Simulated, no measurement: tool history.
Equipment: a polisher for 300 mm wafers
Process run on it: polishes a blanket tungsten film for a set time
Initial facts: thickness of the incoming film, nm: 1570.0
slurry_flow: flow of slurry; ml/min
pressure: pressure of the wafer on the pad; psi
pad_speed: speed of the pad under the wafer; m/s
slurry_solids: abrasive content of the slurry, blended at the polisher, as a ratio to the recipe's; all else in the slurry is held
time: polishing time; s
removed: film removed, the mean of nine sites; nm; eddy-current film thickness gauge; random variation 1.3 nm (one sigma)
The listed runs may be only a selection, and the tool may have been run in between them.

run  hour  slurry_flow  pressure  pad_speed  slurry_solids  time  removed
  1     0          230       4.7       1.06              1    47   318.47
  2   5.4          230       4.7       1.06              1    47   320.38
  3   8.5          225       3.9       1.04              1    47   264.73
  4  15.4          220       3.4       1.02              1    47   227.35
  5  19.4          220       3.9       1.02              1    47   254.58
       22  -- head pressure recalibrated
  6    22          210       3.4       1.02              1    47   247.72

For run 7, what comes out?
  7    31          250       3.3       1.02              1    47        ?

{"run 7": {"removed": 241.99}}
